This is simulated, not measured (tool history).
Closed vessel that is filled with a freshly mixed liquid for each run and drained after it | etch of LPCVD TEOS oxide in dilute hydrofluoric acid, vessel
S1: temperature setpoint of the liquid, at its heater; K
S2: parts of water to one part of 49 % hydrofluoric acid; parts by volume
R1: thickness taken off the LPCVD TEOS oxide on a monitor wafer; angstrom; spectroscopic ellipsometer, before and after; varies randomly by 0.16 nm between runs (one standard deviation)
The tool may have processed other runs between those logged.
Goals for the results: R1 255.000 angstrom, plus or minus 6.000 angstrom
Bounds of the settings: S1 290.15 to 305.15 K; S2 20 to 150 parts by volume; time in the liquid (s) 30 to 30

run 1 hour=0.0 | S1=297.15 S2=85 time_in_the_liquid_(s)=30 | R1=92.348
run 2 hour=2.6 | S1=298.65 S2=85 time_in_the_liquid_(s)=30 | R1=97.008
run 3 hour=10.1 | S1=298.65 S2=85 time_in_the_liquid_(s)=30 | R1=96.786
run 4 hour=15.1 | S1=300.65 S2=65 time_in_the_liquid_(s)=30 | R1=141.210
run 5 hour=18.3 | S1=298.15 S2=65 time_in_the_liquid_(s)=30 | R1=128.290
run 6 hour=26.9 | S1=300.65 S2=55 time_in_the_liquid_(s)=30 | R1=170.800
-- hour=34.5 thermometer replaced
run 7 hour=34.5 | S1=302.15 S2=50 time_in_the_liquid_(s)=30 | R1=215.390
run 8 hour=37.6 | S1=303.15 S2=50 time_in_the_liquid_(s)=30 | R1=227.730
run 9 hour=39.8 | S1=303.65 S2=50 time_in_the_liquid_(s)=30 | R1=233.780
run 10 hour=46.9 | S1=304.15 S2=50 time_in_the_liquid_(s)=30 | R1=235.050
run 11 hour=53.5 | S1=304.65 S2=50 time_in_the_liquid_(s)=30 | R1=241.760
run 12 hour=60.6 | S1=305.15 S2=50 time_in_the_liquid_(s)=30 | R1=246.440
run 13 hour=64.5 | S1=305.15 S2=45 time_in_the_liquid_(s)=30 | R1=276.940
run 14 hour=67.0 | S1=304.65 S2=45 time_in_the_liquid_(s)=30 | R1=270.290

Exercise: of the 4 proposed moves below, exactly one satisfies all targets within the stated allowed misses. Which move is it?
run A hour=69.5 | S1=305.15 S2=45 time_in_the_liquid_(s)=30 | R1=?
run B hour=69.5 | S1=301.65 S2=40 time_in_the_liquid_(s)=30 | R1=?
run C hour=69.5 | S1=304.15 S2=45 time_in_the_liquid_(s)=30 | R1=?
run D hour=69.5 | S1=303.15 S2=45 time_in_the_liquid_(s)=30 | R1=?

move=A R1=275.640
move=B R1=272.220
move=C R1=265.100
move=D R1=254.890
A: its largest miss is bigger than the last run's
B: its largest miss is bigger than the last run's
C: moves toward the targets from the last run without getting all of them in spec
D: all results in spec
D meets every target.
